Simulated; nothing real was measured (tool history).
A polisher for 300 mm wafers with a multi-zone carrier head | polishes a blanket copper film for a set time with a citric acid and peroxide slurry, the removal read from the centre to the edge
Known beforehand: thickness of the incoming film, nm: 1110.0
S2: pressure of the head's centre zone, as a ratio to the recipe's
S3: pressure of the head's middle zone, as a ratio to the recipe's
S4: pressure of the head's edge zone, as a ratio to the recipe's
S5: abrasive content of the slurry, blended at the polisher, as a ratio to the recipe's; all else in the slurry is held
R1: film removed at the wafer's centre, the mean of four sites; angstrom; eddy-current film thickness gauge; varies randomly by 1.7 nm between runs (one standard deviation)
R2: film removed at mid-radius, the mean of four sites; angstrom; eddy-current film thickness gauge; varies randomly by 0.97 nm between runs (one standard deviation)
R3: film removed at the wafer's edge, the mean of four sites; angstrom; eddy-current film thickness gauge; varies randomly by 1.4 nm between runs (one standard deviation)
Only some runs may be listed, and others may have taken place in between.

Run 1, hour 0: flow of slurry (ml/min) 220, S2 1, S3 1, S4 1, S5 1, polishing time (s) 67. Result: R1 2434 angstrom, R2 2361.9 angstrom, R3 2261.7 angstrom.
Run 2, hour 8: flow of slurry (ml/min) 220, S2 0.99, S3 1, S4 0.97, S5 0.9, polishing time (s) 60. Result: R1 2078.9 angstrom, R2 2073.6 angstrom, R3 1984.2 angstrom.
Run 3, hour 10.2: flow of slurry (ml/min) 220, S2 0.99, S3 1, S4 0.97, S5 0.8, polishing time (s) 60. Result: R1 2010.3 angstrom, R2 2034.4 angstrom, R3 1928.2 angstrom.
Run 4, hour 15.5: flow of slurry (ml/min) 220, S2 1, S3 1.01, S4 0.94, S5 0.75, polishing time (s) 54. Result: R1 1831.2 angstrom, R2 1820.9 angstrom, R3 1700.4 angstrom.
Run 5, hour 22.6: flow of slurry (ml/min) 220, S2 1, S3 1.02, S4 0.92, S5 0.7, polishing time (s) 50. Result: R1 1692.7 angstrom, R2 1673.5 angstrom, R3 1511.2 angstrom.
Run 6, hour 24.4: flow of slurry (ml/min) 185, S2 1, S3 1.02, S4 0.92, S5 0.7, polishing time (s) 50. Result: R1 1607.5 angstrom, R2 1645.7 angstrom, R3 1495.6 angstrom.
Run 7, hour 31.6: flow of slurry (ml/min) 180, S2 1, S3 1.02, S4 0.9, S5 0.65, polishing time (s) 48. Result: R1 1523.1 angstrom, R2 1566.8 angstrom, R3 1419.7 angstrom.
Run 8, hour 40.6: flow of slurry (ml/min) 180, S2 1, S3 1.02, S4 0.89, S5 0.6, polishing time (s) 46. Result: R1 1447.5 angstrom, R2 1462.3 angstrom, R3 1327.4 angstrom.
Run 9, hour 41.7: flow of slurry (ml/min) 180, S2 0.99, S3 1.02, S4 0.88, S5 0.6, polishing time (s) 45. Result: R1 1414.8 angstrom, R2 1445.7 angstrom, R3 1310.3 angstrom.
Run 10, hour 46.2: flow of slurry (ml/min) 175, S2 0.99, S3 1.02, S4 0.87, S5 0.6, polishing time (s) 44. Result: R1 1358.3 angstrom, R2 1404.8 angstrom, R3 1260 angstrom.
Run 11, hour 54.1: flow of slurry (ml/min) 175, S2 0.99, S3 1.02, S4 0.86, S5 0.6, polishing time (s) 44. Result: R1 1389.3 angstrom, R2 1416.3 angstrom, R3 1271.3 angstrom.
Run 12, hour 57.9: flow of slurry (ml/min) 175, S2 0.99, S3 1.02, S4 0.86, S5 0.6, polishing time (s) 44. Result: R1 1385.5 angstrom, R2 1402.7 angstrom, R3 1275 angstrom.
Run 13, hour 61.8: flow of slurry (ml/min) 170, S2 0.97, S3 1.04, S4 0.81, S5 0.5, polishing time (s) 39. Result: R1 1146 angstrom, R2 1218.7 angstrom, R3 1065.5 angstrom.
Run 14, hour 69.6: flow of slurry (ml/min) 175, S2 0.98, S3 1.04, S4 0.83, S5 0.5, polishing time (s) 39. Result: R1 1150.1 angstrom, R2 1210.7 angstrom, R3 1080.6 angstrom.
Run 15, hour 71.6: flow of slurry (ml/min) 175, S2 0.99, S3 1.05, S4 0.84, S5 0.5, polishing time (s) 39. Result: R1 1180.4 angstrom, R2 1225.5 angstrom, R3 1065.3 angstrom.

Run 16 is up next; what results do you expect?
Run 16, hour 74.3: flow of slurry (ml/min) 175, S2 0.99, S3 1.05, S4 0.85, S5 0.5, polishing time (s) 39. Result: R1 ?, R2 ?, R3 ?.

Run 16 produced R1 1143.9 angstrom, R2 1231.7 angstrom, R3 1071.1 angstrom.

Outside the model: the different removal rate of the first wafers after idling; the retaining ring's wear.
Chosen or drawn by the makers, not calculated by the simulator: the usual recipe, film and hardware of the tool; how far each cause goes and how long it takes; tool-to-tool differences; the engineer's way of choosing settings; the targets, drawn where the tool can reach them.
